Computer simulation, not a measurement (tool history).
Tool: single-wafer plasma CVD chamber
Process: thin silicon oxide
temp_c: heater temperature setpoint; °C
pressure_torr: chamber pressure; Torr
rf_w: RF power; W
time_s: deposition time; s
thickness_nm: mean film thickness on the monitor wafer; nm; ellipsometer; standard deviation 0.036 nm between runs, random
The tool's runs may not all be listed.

run 1 hour=0 | temp_c=420 pressure_torr=0.608 rf_w=225 time_s=13 | thickness_nm=15.38
run 2 hour=1 | temp_c=420 pressure_torr=0.608 rf_w=225 time_s=13.4 | thickness_nm=15.834
run 3 hour=4.4 | temp_c=420 pressure_torr=0.593 rf_w=225 time_s=13.4 | thickness_nm=15.551
run 4 hour=9.1 | temp_c=420 pressure_torr=0.593 rf_w=245 time_s=13.4 | thickness_nm=15.919
run 5 hour=13.4 | temp_c=420 pressure_torr=0.508 rf_w=245 time_s=13.4 | thickness_nm=13.726
run 6 hour=19.2 | temp_c=420 pressure_torr=0.47 rf_w=245 time_s=13.4 | thickness_nm=12.689

Forecast run 7:
run 7 hour=28.2 | temp_c=420 pressure_torr=0.487 rf_w=245 time_s=13.4 | thickness_nm=?

Run 7 gave thickness_nm 13.153 nm.

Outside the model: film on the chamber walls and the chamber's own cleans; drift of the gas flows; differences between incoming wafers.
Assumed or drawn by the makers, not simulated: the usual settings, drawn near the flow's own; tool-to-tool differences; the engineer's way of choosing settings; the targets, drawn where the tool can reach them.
